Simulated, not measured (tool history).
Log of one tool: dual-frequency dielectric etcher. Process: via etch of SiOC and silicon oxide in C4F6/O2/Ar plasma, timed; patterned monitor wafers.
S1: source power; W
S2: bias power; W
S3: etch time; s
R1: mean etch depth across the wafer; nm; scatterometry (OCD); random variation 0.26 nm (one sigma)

run,hour,S1,S2,S3,R1
1,0.0,470,135,51.5,54.563
2,4.3,470,144,51.5,55.975
3,8.0,390,144,51.5,52.375
4,16.8,410,145,51.5,53.723
5,17.6,410,145,47.0,49.080
6,26.4,440,147,47.0,50.466
7,30.6,460,150,47.5,51.832

Forecast run 8:
8,34.0,480,153,48.0,?

Run 8 gave R1 53.455 nm.
